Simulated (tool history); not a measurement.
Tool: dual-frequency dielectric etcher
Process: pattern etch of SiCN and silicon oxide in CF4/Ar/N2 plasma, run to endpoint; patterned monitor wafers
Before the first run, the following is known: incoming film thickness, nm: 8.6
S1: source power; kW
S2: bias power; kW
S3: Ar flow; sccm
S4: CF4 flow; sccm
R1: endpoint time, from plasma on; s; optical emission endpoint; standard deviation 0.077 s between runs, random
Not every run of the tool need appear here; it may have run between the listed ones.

run,hour,S1,S2,S3,S4,R1
1,0.0,0.530,0.051,124,76,9.9634
2,8.2,0.510,0.051,124,76,10.1760
3,16.0,0.490,0.051,124,76,10.7520
4,19.9,0.480,0.051,124,76,10.9850
5,20.9,0.480,0.055,124,76,10.7260
6,26.5,0.480,0.052,124,76,10.8700
7,35.5,0.470,0.052,124,76,11.1850
8,36.0,0.460,0.052,124,76,11.4180
9,41.0,0.450,0.052,124,76,11.7180
10,43.5,0.440,0.052,124,76,11.8040
11,49.5,0.360,0.051,124,76,14.6880

Forecast run 12:
12,50.5,0.390,0.051,124,76,?

R1: 13.3700 s

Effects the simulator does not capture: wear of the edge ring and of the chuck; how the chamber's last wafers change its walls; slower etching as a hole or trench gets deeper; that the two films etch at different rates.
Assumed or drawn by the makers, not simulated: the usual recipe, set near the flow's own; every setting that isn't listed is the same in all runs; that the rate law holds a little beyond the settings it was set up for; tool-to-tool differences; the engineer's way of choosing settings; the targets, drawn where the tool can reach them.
